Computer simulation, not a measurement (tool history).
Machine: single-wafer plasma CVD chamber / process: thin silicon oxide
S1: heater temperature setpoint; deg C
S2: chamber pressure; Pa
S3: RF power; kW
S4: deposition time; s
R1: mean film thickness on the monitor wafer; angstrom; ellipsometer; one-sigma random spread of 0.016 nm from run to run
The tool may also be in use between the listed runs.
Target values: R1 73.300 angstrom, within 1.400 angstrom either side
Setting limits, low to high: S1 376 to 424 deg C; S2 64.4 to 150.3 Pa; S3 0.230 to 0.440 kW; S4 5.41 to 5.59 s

| run | hour | S1 | S2 | S3 | S4 | R1 |
|---|---|---|---|---|---|---|
| 1 | 0.0 | 400 | 107.3 | 0.335 | 5.41 | 101.990 |
| 2 | 5.7 | 408 | 107.3 | 0.335 | 5.41 | 101.950 |
| 3 | 12.0 | 408 | 107.3 | 0.335 | 5.59 | 105.400 |
| 4 | 18.5 | 408 | 107.3 | 0.335 | 5.59 | 104.640 |
| 5 | 20.5 | 408 | 99.1 | 0.335 | 5.59 | 97.831 |
| 6 | 24.2 | 408 | 99.1 | 0.365 | 5.59 | 100.760 |
| 7 | 27.6 | 408 | 92.0 | 0.360 | 5.59 | 92.850 |
| 8 | 35.9 | 408 | 87.1 | 0.360 | 5.59 | 87.657 |
| 9 | 38.9 | 408 | 83.6 | 0.360 | 5.59 | 83.771 |
| 10 | 47.1 | 408 | 81.2 | 0.360 | 5.59 | 81.137 |
| 11 | 55.5 | 408 | 79.3 | 0.360 | 5.59 | 78.934 |
| 12 | 63.3 | 408 | 78.0 | 0.360 | 5.59 | 77.498 |
| 13 | 67.5 | 408 | 77.1 | 0.360 | 5.59 | 76.223 |
| 14 | 72.6 | 408 | 76.4 | 0.360 | 5.59 | 75.746 |
| 15 | 78.9 | 408 | 76.4 | 0.360 | 5.59 | 75.503 |
| 16 | 86.8 | 408 | 75.9 | 0.360 | 5.59 | 75.228 |

Exercise: of the 4 proposed moves below, exactly one satisfies all targets within the stated allowed misses. Which move is it?
| A | 94.7 | 398 | 75.9 | 0.335 | 5.57 | ? |
| B | 94.7 | 407 | 78.0 | 0.370 | 5.57 | ? |
| C | 94.7 | 398 | 67.9 | 0.440 | 5.49 | ? |
| D | 94.7 | 414 | 74.3 | 0.420 | 5.59 | ? |

| move | R1 |
|---|---|
| A | 73.277 |
| B | 78.075 |
| C | 70.083 |
| D | 77.253 |
A: hits every target within its allowed miss
B: the biggest miss grows against the last run
C: carries the result that was furthest off beyond its target, to the other side
D: the biggest miss grows against the last run
Move A is the one to make.
